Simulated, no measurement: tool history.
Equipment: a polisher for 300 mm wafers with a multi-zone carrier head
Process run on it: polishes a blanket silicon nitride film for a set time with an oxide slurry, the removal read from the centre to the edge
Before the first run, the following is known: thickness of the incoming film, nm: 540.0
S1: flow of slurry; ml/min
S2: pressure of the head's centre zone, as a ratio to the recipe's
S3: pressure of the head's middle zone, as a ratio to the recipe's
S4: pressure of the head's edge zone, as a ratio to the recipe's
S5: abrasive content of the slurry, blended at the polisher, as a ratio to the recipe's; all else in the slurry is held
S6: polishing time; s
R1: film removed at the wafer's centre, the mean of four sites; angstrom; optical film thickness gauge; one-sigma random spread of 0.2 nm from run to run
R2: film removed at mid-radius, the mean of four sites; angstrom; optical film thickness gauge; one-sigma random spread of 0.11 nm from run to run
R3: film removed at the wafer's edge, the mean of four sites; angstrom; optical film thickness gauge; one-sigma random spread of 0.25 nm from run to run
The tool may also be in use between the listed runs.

run    day   S1    S2    S3    S4    S5  S6      R1      R2      R3
  1      0  260     1     1     1     1  38  259.32  257.66  257.14
  2  0.175  260  1.01  0.97  0.96  0.85  38  245.74  237.78  234.79
  3  0.471  255  1.02  0.93  0.93  0.75  38  240.37  219.55  218.58
  4  0.808  255  1.09  0.93  0.93  0.75  38  254.42  219.55  222.25
  5  1.042  250  1.07   0.9  0.91   0.7  38  238.71  208.53  215.28
  6  1.367  250  1.07  0.89  0.89  0.65  38  234.59   199.3   209.5
  7  1.733  250  1.07  0.89  0.87   0.6  37  219.52  187.85  191.36

Predict the results of run 8:
  8  2.017  245  1.07  0.88  0.86  0.6  37   ?   ?   ?

For run 8 the tool returned R1 215.37 angstrom, R2 187.25 angstrom, R3 190.17 angstrom.
